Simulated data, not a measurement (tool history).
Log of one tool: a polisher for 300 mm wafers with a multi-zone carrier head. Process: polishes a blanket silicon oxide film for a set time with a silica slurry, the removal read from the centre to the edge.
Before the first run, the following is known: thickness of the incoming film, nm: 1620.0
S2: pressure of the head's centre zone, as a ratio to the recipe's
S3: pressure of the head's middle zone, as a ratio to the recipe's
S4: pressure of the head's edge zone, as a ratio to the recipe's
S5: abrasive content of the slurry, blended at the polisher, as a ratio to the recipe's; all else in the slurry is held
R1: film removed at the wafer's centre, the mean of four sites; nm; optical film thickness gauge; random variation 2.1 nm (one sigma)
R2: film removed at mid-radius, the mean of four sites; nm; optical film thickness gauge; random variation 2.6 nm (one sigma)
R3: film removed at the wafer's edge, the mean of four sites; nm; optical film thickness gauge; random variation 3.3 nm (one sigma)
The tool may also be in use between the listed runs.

Run 1, hour 0.0: flow of slurry (ml/min) 315, S2 1.00, S3 1.00, S4 1.00, S5 1.00, polishing time (s) 73. Result: R1 336.99 nm, R2 350.92 nm, R3 329.59 nm.
Run 2, hour 2.1: flow of slurry (ml/min) 315, S2 0.92, S3 1.00, S4 1.00, S5 1.00, polishing time (s) 73. Result: R1 315.92 nm, R2 350.90 nm, R3 320.83 nm.
Run 3, hour 6.8: flow of slurry (ml/min) 305, S2 0.90, S3 0.99, S4 1.01, S5 0.95, polishing time (s) 73. Result: R1 302.03 nm, R2 339.19 nm, R3 311.90 nm.
Run 4, hour 11.1: flow of slurry (ml/min) 305, S2 0.90, S3 0.99, S4 1.01, S5 0.95, polishing time (s) 82. Result: R1 339.24 nm, R2 383.55 nm, R3 354.87 nm.
Run 5, hour 18.3: flow of slurry (ml/min) 300, S2 0.88, S3 0.98, S4 1.01, S5 0.90, polishing time (s) 82. Result: R1 323.51 nm, R2 375.02 nm, R3 344.37 nm.
At hour 20.4: edge zone pressure recalibrated.
Run 6, hour 20.4: flow of slurry (ml/min) 300, S2 0.88, S3 0.98, S4 1.01, S5 1.00, polishing time (s) 82. Result: R1 338.40 nm, R2 386.49 nm, R3 377.33 nm.
Run 7, hour 26.5: flow of slurry (ml/min) 290, S2 0.87, S3 0.96, S4 1.02, S5 0.95, polishing time (s) 82. Result: R1 323.93 nm, R2 370.75 nm, R3 365.75 nm.
Run 8, hour 35.4: flow of slurry (ml/min) 285, S2 0.86, S3 0.94, S4 1.01, S5 0.90, polishing time (s) 82. Result: R1 313.76 nm, R2 361.47 nm, R3 360.11 nm.
Run 9, hour 42.0: flow of slurry (ml/min) 290, S2 0.86, S3 0.93, S4 1.01, S5 0.85, polishing time (s) 82. Result: R1 302.38 nm, R2 341.98 nm, R3 347.46 nm.
Run 10, hour 47.5: flow of slurry (ml/min) 295, S2 0.86, S3 0.93, S4 1.00, S5 0.80, polishing time (s) 82. Result: R1 296.06 nm, R2 335.85 nm, R3 352.23 nm.
Run 11, hour 49.2: flow of slurry (ml/min) 290, S2 0.87, S3 0.94, S4 1.00, S5 0.75, polishing time (s) 81. Result: R1 290.53 nm, R2 323.04 nm, R3 326.10 nm.
Run 12, hour 55.3: flow of slurry (ml/min) 285, S2 0.86, S3 0.94, S4 1.00, S5 0.70, polishing time (s) 81. Result: R1 275.57 nm, R2 314.88 nm, R3 314.92 nm.
Run 13, hour 63.0: flow of slurry (ml/min) 280, S2 0.86, S3 0.94, S4 1.00, S5 0.70, polishing time (s) 81. Result: R1 275.25 nm, R2 310.63 nm, R3 317.29 nm.
Run 14, hour 72.1: flow of slurry (ml/min) 275, S2 0.86, S3 0.95, S4 0.99, S5 0.70, polishing time (s) 81. Result: R1 275.72 nm, R2 317.15 nm, R3 313.14 nm.
Run 15, hour 73.5: flow of slurry (ml/min) 270, S2 0.86, S3 0.95, S4 0.99, S5 0.70, polishing time (s) 81. Result: R1 278.71 nm, R2 315.72 nm, R3 313.14 nm.

What will run 16 give?
Run 16, hour 79.6: flow of slurry (ml/min) 265, S2 0.86, S3 0.95, S4 0.99, S5 0.70, polishing time (s) 81. Result: R1 ?, R2 ?, R3 ?.

Run 16 came out at R1 273.56 nm, R2 313.99 nm, R3 318.65 nm.

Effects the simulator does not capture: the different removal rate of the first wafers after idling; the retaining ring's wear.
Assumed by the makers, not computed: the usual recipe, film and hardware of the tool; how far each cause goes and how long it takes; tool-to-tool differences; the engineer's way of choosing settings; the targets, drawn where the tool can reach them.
